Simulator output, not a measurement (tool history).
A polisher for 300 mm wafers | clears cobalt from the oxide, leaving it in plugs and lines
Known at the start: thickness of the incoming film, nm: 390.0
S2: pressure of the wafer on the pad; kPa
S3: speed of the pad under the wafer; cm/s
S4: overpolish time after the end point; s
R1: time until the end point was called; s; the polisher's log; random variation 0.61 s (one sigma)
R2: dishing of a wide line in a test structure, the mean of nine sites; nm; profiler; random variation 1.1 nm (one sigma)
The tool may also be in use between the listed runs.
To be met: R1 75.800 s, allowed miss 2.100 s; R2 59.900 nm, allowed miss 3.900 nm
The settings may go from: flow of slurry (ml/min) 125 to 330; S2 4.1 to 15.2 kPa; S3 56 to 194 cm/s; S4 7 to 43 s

{"run": 1, "hour": 0.0, "flow of slurry (ml/min)": 210, "S2": 9.7, "S3": 124, "S4": 22, "R1": 98.863, "R2": 45.167}
{"run": 2, "hour": 1.0, "flow of slurry (ml/min)": 210, "S2": 9.7, "S3": 124, "S4": 31, "R1": 99.036, "R2": 53.262}
{"run": 3, "hour": 6.1, "flow of slurry (ml/min)": 210, "S2": 9.7, "S3": 124, "S4": 38, "R1": 98.481, "R2": 54.913}
{"run": 4, "hour": 8.4, "flow of slurry (ml/min)": 210, "S2": 9.7, "S3": 124, "S4": 43, "R1": 99.785, "R2": 58.986}
{"run": 5, "hour": 13.3, "flow of slurry (ml/min)": 210, "S2": 7.6, "S3": 124, "S4": 43, "R1": 121.89, "R2": 54.535}
{"run": 6, "hour": 18.6, "flow of slurry (ml/min)": 160, "S2": 7.6, "S3": 124, "S4": 43, "R1": 128.19, "R2": 53.811}
{"run": 7, "hour": 24.4, "flow of slurry (ml/min)": 185, "S2": 9.0, "S3": 124, "S4": 41, "R1": 109.01, "R2": 57.893}
{"run": 8, "hour": 25.7, "flow of slurry (ml/min)": 185, "S2": 9.0, "S3": 124, "S4": 41, "R1": 109.34, "R2": 56.765}
{"run": 9, "hour": 28.6, "flow of slurry (ml/min)": 210, "S2": 9.7, "S3": 124, "S4": 40, "R1": 99.888, "R2": 56.94}

Which of these 5 next moves meets every target?
{"run": "A", "hour": 31.5, "flow of slurry (ml/min)": 265, "S2": 10.3, "S3": 124, "S4": 36, "R1": "?", "R2": "?"}
{"run": "B", "hour": 31.5, "flow of slurry (ml/min)": 275, "S2": 8.3, "S3": 184, "S4": 34, "R1": "?", "R2": "?"}
{"run": "C", "hour": 31.5, "flow of slurry (ml/min)": 180, "S2": 9.0, "S3": 150, "S4": 43, "R1": "?", "R2": "?"}
{"run": "D", "hour": 31.5, "flow of slurry (ml/min)": 190, "S2": 6.9, "S3": 128, "S4": 40, "R1": "?", "R2": "?"}
{"run": "E", "hour": 31.5, "flow of slurry (ml/min)": 200, "S2": 11.0, "S3": 130, "S4": 34, "R1": "?", "R2": "?"}

move=A R1=89.656 R2=55.267
move=B R1=74.412 R2=56.912
move=C R1=89.356 R2=57.617
move=D R1=130.620 R2=50.816
move=E R1=83.599 R2=55.387
A: nearer than the last run, and not there yet
B: meets every target
C: nearer than the last run, and not there yet
D: further off than the last run
E: nearer than the last run, and not there yet
Move B is the one to make.

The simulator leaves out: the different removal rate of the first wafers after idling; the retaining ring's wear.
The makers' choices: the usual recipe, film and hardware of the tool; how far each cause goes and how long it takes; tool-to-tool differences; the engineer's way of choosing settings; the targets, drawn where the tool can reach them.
